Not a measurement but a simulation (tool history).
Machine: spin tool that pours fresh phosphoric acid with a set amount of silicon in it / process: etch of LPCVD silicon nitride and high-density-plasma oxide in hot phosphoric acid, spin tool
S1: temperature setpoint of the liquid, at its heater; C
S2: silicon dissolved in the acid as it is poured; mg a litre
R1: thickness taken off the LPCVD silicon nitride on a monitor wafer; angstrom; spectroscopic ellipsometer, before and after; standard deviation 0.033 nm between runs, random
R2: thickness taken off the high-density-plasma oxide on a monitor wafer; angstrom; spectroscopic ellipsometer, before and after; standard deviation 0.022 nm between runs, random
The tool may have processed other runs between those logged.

{"run": 1, "day": 0.0, "S1": 159.0, "S2": 27.5, "time under the liquid (s)": 90, "R1": 69.777, "R2": 3.4681}
{"run": 2, "day": 0.333, "S1": 159.0, "S2": 34.5, "time under the liquid (s)": 90, "R1": 69.752, "R2": 2.407}
{"run": 3, "day": 0.575, "S1": 160.0, "S2": 37.5, "time under the liquid (s)": 95, "R1": 76.148, "R2": 2.1816}
{"run": 4, "day": 0.917, "S1": 161.0, "S2": 37.5, "time under the liquid (s)": 95, "R1": 78.208, "R2": 2.8037}
{"run": 5, "day": 0.954, "S1": 161.0, "S2": 47.5, "time under the liquid (s)": 95, "R1": 78.834, "R2": 1.3434}
{"run": 6, "day": 1.267, "S1": 162.0, "S2": 47.5, "time under the liquid (s)": 95, "R1": 81.065, "R2": 1.5244}
{"run": 7, "day": 1.642, "S1": 162.5, "S2": 47.0, "time under the liquid (s)": 100, "R1": 86.633, "R2": 1.6854}
{"run": 8, "day": 1.842, "S1": 164.0, "S2": 43.0, "time under the liquid (s)": 110, "R1": 99.797, "R2": 2.6413}

What does the tool deliver on the next run?
{"run": 9, "day": 1.912, "S1": 164.0, "S2": 43.5, "time under the liquid (s)": 110, "R1": "?", "R2": "?"}

{"run 9": {"R1": 99.991, "R2": 2.0527}}

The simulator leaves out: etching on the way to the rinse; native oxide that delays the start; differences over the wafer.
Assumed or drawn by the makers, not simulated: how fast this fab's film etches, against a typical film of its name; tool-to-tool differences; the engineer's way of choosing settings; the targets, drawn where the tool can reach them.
